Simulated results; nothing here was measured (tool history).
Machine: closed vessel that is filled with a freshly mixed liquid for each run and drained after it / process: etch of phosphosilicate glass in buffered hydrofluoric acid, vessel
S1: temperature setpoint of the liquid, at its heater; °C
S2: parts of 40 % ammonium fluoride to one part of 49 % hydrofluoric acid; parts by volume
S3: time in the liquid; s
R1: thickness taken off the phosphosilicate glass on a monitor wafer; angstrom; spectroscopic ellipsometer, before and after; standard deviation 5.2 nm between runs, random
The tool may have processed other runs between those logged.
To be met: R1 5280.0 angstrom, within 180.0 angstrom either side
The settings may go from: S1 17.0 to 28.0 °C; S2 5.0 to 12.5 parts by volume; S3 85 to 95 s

run 1 hour=0.0 | S1=20.0 S2=7.5 S3=85 | R1=9369.0
run 2 hour=0.8 | S1=19.5 S2=8.0 S3=85 | R1=8324.5
run 3 hour=9.4 | S1=19.5 S2=8.0 S3=95 | R1=9488.6
run 4 hour=11.5 | S1=19.5 S2=6.0 S3=95 | R1=12495.0
run 5 hour=15.0 | S1=17.0 S2=6.0 S3=95 | R1=10899.0
run 6 hour=17.5 | S1=17.0 S2=7.0 S3=95 | R1=9381.7
run 7 hour=22.1 | S1=17.0 S2=8.0 S3=95 | R1=8208.6
run 8 hour=25.5 | S1=17.0 S2=8.5 S3=95 | R1=7619.5
run 9 hour=28.6 | S1=17.0 S2=11.0 S3=95 | R1=6156.3
run 10 hour=33.0 | S1=17.0 S2=11.5 S3=95 | R1=5859.0
run 11 hour=40.8 | S1=17.0 S2=12.0 S3=95 | R1=5631.7

Of the 4 settings listed for the next run, only one would bring every result within its allowed miss of target. Which one?
run A hour=48.6 | S1=17.5 S2=12.5 S3=90 | R1=?
run B hour=48.6 | S1=19.0 S2=11.5 S3=90 | R1=?
run C hour=48.6 | S1=17.0 S2=12.5 S3=85 | R1=?
run D hour=48.6 | S1=20.0 S2=12.0 S3=85 | R1=?

move=A R1=5304.3
move=B R1=6260.5
move=C R1=4870.1
move=D R1=5996.3
A: all results land within tolerance of their targets
B: misses by more than the last run did
C: pushes the last run's worst result past its target
D: misses by more than the last run did
Go with A: it meets all targets.
